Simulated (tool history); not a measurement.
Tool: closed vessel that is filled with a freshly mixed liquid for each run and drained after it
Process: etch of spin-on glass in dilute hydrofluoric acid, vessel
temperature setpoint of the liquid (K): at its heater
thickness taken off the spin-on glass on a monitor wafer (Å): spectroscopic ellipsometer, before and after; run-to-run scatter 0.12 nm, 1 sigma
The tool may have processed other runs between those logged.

run,hour,temperature setpoint of the liquid (K),parts of water to one part of 49 % hydrofluoric acid (parts by volume),time in the liquid (s),thickness taken off the spin-on glass on a monitor wafer (Å)
1,0,299.15,215,100,153.35
2,1.1,297.15,215,100,142.87
3,9.9,299.15,205,100,162.75
4,12.7,301.65,205,100,177.33
5,18.4,301.65,205,100,179.1
6,19.4,302.65,200,100,189.54
7,23,303.65,195,100,202.41

Expected results for the next run?
8,28.3,304.65,190,100,?

thickness taken off the spin-on glass on a monitor wafer (Å): 217.26
